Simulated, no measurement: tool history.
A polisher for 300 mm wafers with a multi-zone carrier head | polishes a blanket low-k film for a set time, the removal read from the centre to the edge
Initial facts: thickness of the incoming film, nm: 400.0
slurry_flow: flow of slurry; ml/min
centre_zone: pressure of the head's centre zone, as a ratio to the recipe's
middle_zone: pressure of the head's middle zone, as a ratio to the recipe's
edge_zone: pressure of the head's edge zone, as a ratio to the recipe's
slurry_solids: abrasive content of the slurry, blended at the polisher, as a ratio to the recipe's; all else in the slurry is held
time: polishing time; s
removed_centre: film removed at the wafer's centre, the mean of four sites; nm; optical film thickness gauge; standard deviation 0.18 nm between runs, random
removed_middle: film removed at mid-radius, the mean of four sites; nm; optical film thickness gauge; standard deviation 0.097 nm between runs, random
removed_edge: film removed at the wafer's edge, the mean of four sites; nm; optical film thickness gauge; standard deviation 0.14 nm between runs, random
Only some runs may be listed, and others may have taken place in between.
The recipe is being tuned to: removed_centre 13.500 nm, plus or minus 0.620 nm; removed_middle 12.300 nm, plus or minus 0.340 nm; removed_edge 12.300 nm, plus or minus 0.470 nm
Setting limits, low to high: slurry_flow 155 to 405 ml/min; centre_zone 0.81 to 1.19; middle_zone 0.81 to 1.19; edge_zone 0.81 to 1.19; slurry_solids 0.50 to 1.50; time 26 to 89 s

run	day	slurry_flow	centre_zone	middle_zone	edge_zone	slurry_solids	time	removed_centre	removed_middle	removed_edge
1	0.000	260	1.00	1.00	1.00	1.00	57	17.582	17.367	17.207
2	0.112	260	1.00	0.97	0.96	0.85	56	15.686	14.869	15.374
3	0.475	260	1.00	1.02	0.96	0.85	56	15.562	15.681	15.335
4	0.821	205	1.00	1.02	0.96	0.85	56	14.908	15.508	14.842
5	1.183	200	1.01	1.00	0.92	0.80	56	14.701	14.615	14.306
6	1.512	195	1.02	0.99	0.89	0.75	56	14.201	13.928	13.231
7	1.775	190	1.02	0.96	0.87	0.75	56	14.311	13.362	13.315
8	1.942	185	1.02	0.95	0.85	0.75	56	13.911	13.032	13.240

Consider the 5 candidate settings below. Which is the only one whose results all fall within their allowed miss of target?
A	2.108	175	1.00	0.85	0.89	0.85	56	?	?	?
B	2.108	170	1.03	0.92	0.85	0.55	67	?	?	?
C	2.108	185	0.97	0.92	0.89	0.70	59	?	?	?
D	2.108	160	0.98	0.97	0.98	0.95	51	?	?	?
E	2.108	160	1.02	0.97	0.88	0.65	60	?	?	?

move	removed_centre	removed_middle	removed_edge
A	14.856	13.085	14.209
B	13.411	12.299	12.251
C	13.574	13.081	13.273
D	14.045	14.041	14.301
E	13.466	13.019	12.612
A: misses by more than the last run did
B: in spec on every target
C: misses by more than the last run did
D: misses by more than the last run did
E: about the same distance from the targets as the last run
The move that meets every target is B.
